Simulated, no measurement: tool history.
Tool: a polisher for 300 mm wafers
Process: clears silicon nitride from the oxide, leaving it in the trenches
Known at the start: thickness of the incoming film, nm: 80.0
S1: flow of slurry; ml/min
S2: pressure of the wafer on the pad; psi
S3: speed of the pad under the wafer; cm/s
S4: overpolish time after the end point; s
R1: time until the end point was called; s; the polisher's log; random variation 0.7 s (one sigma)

run  hour   S1   S2  S3  S4      R1
  1     0  220  2.3  86  21  134.93
  2   2.9  255  2.3  86  21  133.37
  3     6  255  2.3  86  21  133.94
  4   9.5  220  2.3  86  21  132.21
  5  13.7  220  2.5  86  21  124.73
  6  22.6  220  1.9  86  21  163.09
  7  26.7  220  2.2  86  21  140.01
  8  34.5  220  2.5  86  21  123.52
  9  37.8  220  2.7  86  21  116.68

The next listed run, before its measurement:
 10    39  240  3.3  88  21   ?

{"run 10": {"R1": 92.726}}
